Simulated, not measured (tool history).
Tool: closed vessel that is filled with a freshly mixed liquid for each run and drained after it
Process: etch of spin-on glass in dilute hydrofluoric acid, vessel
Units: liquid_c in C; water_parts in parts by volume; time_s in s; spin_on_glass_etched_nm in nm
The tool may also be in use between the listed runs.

run,hour,liquid_c,water_parts,time_s,spin_on_glass_etched_nm
1,0,23,245,30,4.0656
2,5.6,24,230,30,4.485
3,8.7,24,230,30,4.3916
4,17.6,25,215,30,5.1108
5,24,26,210,30,5.4306
6,30.3,29,210,30,6.0976
7,32,29.5,205,30,6.3122

Run 8 comes next. What will it give?
8,32.9,29.5,205,30,?

spin_on_glass_etched_nm: 6.3552 nm
